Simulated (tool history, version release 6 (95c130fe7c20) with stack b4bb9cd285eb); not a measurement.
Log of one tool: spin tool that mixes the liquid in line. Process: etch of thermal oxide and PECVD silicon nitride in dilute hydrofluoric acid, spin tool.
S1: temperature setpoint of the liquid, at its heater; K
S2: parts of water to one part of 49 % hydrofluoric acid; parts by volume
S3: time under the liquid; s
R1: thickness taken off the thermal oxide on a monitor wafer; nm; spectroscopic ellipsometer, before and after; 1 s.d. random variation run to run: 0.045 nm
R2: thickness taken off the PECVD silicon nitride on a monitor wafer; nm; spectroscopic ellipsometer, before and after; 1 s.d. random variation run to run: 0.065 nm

Run 1, day 0.000: S1 297.15 K, S2 200 parts by volume, S3 180 s. Result: R1 3.7003 nm, R2 2.4012 nm.
Run 2, day 0.117: S1 298.65 K, S2 180 parts by volume, S3 180 s. Result: R1 4.4258 nm, R2 2.8681 nm.
Run 3, day 0.212: S1 298.65 K, S2 135 parts by volume, S3 180 s. Result: R1 6.2489 nm, R2 3.9179 nm.
Run 4, day 0.517: S1 295.65 K, S2 135 parts by volume, S3 180 s. Result: R1 5.5593 nm, R2 3.1594 nm.
Run 5, day 0.738: S1 295.65 K, S2 135 parts by volume, S3 240 s. Result: R1 7.4009 nm, R2 4.1625 nm.
Run 6, day 0.800: S1 295.65 K, S2 205 parts by volume, S3 240 s. Result: R1 4.5349 nm, R2 2.7962 nm.
Run 7, day 0.938: S1 297.15 K, S2 195 parts by volume, S3 240 s. Result: R1 5.0201 nm, R2 3.2597 nm.
At day 1.062: thermometer replaced.
Run 8, day 1.062: S1 301.15 K, S2 115 parts by volume, S3 235 s. Result: R1 11.2210 nm, R2 7.5535 nm.

Forecast run 9:
Run 9, day 1.308: S1 301.15 K, S2 125 parts by volume, S3 240 s. Result: R1 ?, R2 ?.

Logged for run 9: R1 10.4900 nm, R2 7.0174 nm.

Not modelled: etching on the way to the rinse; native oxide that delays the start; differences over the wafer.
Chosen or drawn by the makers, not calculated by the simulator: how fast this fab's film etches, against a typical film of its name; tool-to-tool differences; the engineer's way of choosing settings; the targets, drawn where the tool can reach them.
